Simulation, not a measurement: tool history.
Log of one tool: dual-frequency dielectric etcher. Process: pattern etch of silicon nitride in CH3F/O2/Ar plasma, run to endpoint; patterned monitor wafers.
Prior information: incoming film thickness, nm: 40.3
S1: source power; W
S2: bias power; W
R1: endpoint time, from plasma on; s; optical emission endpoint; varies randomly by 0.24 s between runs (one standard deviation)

run  hour   S1  S2      R1
  1     0  530  85   47.59
  2   2.6  560  88  45.968
  3  10.5  560  81  46.972
  4  16.6  590  83  45.927
  5  18.6  610  86  43.928
  6  24.5  630  87  43.636
  7  25.9  650  88  42.683

What does the tool deliver on the next run?
  8  27.2  660  89   ?

Run 8 produced R1 42.072 s.

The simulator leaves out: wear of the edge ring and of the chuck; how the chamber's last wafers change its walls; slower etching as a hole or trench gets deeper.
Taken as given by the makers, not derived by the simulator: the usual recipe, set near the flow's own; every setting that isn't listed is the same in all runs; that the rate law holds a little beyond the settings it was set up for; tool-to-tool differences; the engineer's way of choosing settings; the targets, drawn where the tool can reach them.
